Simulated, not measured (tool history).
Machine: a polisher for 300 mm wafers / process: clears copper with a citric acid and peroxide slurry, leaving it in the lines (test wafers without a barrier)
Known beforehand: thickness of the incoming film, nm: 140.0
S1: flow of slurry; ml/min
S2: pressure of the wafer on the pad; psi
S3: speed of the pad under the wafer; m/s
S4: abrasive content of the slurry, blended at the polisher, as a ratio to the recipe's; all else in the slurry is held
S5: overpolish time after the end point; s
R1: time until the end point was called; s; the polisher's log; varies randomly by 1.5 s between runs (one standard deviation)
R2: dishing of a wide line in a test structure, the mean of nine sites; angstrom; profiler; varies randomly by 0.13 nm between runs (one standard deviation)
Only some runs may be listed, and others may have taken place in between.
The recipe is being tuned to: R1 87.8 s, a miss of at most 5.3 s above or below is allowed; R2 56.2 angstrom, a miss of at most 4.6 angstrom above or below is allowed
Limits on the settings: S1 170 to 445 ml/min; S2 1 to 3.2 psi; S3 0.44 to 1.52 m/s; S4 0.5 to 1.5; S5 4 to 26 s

| run | day | S1 | S2 | S3 | S4 | S5 | R1 | R2 |
|---|---|---|---|---|---|---|---|---|
| 1 | 0 | 285 | 2.1 | 0.98 | 1 | 13 | 113.26 | 132.29 |
| 2 | 0.204 | 285 | 2.1 | 1 | 1 | 10 | 111.33 | 109.84 |
| 3 | 0.512 | 285 | 2.1 | 1 | 1 | 5 | 115.22 | 55.13 |
| 4 | 0.842 | 285 | 1.7 | 1 | 1 | 5 | 133.49 | 46.875 |
| 5 | 1.183 | 285 | 1.7 | 1 | 1.2 | 5 | 126.64 | 47.947 |
| 6 | 1.45 | 285 | 1.7 | 1 | 1.25 | 5 | 123.38 | 49.137 |
| 7 | 1.796 | 290 | 1.7 | 1.06 | 1.35 | 5 | 113.11 | 52.077 |
| 8 | 1.862 | 295 | 1.7 | 1.12 | 1.4 | 5 | 107.32 | 59.17 |
| 9 | 1.904 | 255 | 1.9 | 1.08 | 1.45 | 5 | 102.78 | 58.966 |
| 10 | 1.942 | 255 | 1.9 | 1.08 | 1.45 | 5 | 103.29 | 59.571 |
| 11 | 2.067 | 230 | 1.9 | 1.12 | 1.45 | 5 | 102.46 | 62.025 |
| 12 | 2.258 | 290 | 1.9 | 1.1 | 1.45 | 5 | 102.5 | 58.896 |
| 13 | 2.442 | 330 | 2.1 | 1.1 | 1.45 | 5 | 94.629 | 65.592 |
| 14 | 2.658 | 365 | 2.1 | 1.1 | 1.45 | 5 | 93.382 | 67.943 |

Exercise: of the 5 proposed moves below, exactly one satisfies all targets within the stated allowed misses. Which move is it?
| A | 2.875 | 380 | 2 | 1.08 | 1.45 | 6 | ? | ? |
| B | 2.875 | 345 | 1.8 | 1.14 | 1.5 | 4 | ? | ? |
| C | 2.875 | 360 | 2 | 1.12 | 1.3 | 4 | ? | ? |
| D | 2.875 | 340 | 2.3 | 1.04 | 1.4 | 6 | ? | ? |
| E | 2.875 | 365 | 2.2 | 1.12 | 1.35 | 4 | ? | ? |

| move | R1 | R2 |
|---|---|---|
| A | 95.45 | 77.308 |
| B | 97.568 | 50.918 |
| C | 95.032 | 52.277 |
| D | 90.702 | 81.317 |
| E | 87.64 | 56.619 |
A: its largest miss is bigger than the last run's
B: takes the biggest miss from the last run beyond its target
C: meets the target for the result that was furthest off, but another lies outside its allowed miss
D: its largest miss is bigger than the last run's
E: meets every target
The move that meets every target is E.

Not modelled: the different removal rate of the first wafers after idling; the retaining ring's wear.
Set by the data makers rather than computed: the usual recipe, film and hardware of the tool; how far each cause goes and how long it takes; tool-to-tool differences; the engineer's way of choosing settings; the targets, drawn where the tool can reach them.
